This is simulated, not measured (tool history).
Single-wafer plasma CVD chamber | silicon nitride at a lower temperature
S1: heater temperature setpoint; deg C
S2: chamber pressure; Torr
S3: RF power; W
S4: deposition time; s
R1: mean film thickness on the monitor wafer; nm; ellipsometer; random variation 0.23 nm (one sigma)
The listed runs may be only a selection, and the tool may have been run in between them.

run    day   S1    S2   S3    S4      R1
  1      0  335  1.52  235  29.7  31.023
  2  0.067  335  1.52  235  29.7  30.998
  3  0.238  335  1.52  235  29.7   31.14
  4    0.3  335  1.52  235  29.7   31.34
  5  0.588  335  1.59  245  29.7  32.391
  6  0.729  335  1.59  245  28.3  30.832
  7  0.942  335  1.62  255  28.5   32.84
  8  1.088  335  1.92  285  28.9   38.16
  9  1.158  335  1.94  285  28.9  38.105
 10  1.388  335  1.95  285  28.9  38.145

Run 11 has not been measured yet. What should we expect?
 11  1.554  335  1.95  285  28.9   ?

R1: 37.84 nm
